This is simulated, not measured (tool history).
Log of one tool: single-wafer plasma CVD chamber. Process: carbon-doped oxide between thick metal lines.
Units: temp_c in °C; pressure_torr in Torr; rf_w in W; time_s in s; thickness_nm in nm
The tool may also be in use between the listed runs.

| run | hour | temp_c | pressure_torr | rf_w | time_s | thickness_nm |
|---|---|---|---|---|---|---|
| 1 | 0 | 335 | 3.63 | 440 | 125 | 493.05 |
| 2 | 1.9 | 335 | 3.05 | 440 | 125 | 484.03 |
| 3 | 2.9 | 326 | 3.05 | 440 | 125 | 501.75 |
| 4 | 10.2 | 323 | 3.27 | 465 | 125 | 534.62 |
| 5 | 16.2 | 323 | 3.67 | 465 | 125 | 539.4 |
| 6 | 22.4 | 314 | 3.67 | 465 | 125 | 557.73 |

Run 7 comes next. What will it give?
| 7 | 30.4 | 313 | 3.78 | 480 | 125 | ? |

Run 7 gave thickness_nm 577.14 nm.

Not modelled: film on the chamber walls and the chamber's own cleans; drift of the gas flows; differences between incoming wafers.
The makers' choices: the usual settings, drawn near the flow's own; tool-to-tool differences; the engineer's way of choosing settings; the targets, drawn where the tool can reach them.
